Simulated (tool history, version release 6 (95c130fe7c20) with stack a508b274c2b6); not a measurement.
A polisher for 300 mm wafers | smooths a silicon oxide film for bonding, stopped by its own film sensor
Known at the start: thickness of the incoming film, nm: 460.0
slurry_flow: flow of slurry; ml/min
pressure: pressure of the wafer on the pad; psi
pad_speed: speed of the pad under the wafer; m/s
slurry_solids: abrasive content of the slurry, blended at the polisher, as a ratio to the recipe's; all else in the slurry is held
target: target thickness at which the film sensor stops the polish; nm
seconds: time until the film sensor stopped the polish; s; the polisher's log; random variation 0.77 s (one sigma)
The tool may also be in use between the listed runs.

run,day,slurry_flow,pressure,pad_speed,slurry_solids,target,seconds
1,0,310,2.8,0.96,1,337,113.26
2,0.042,310,2.9,0.96,1,337,109.73
3,0.404,310,2.9,0.96,1,330,115.31
4,0.596,310,3,0.96,1,330,114.27
5,0.725,310,3,0.96,0.8,330,128.31
6,1.092,240,3,0.96,0.8,330,129.71
7,1.379,240,3.2,0.96,0.8,330,124.72
8,1.554,250,3.4,0.96,0.8,330,117.24
9,1.796,255,3.5,0.96,0.8,330,116.49
10,2.162,255,3.7,0.96,0.8,330,112.99
# day 2.479: head pressure recalibrated
11,2.479,255,3.8,0.98,0.8,330,112.84

The next listed run, before its measurement:
12,2.604,265,4.4,1,0.8,330,?

Run 12 gave seconds 99.222 s.
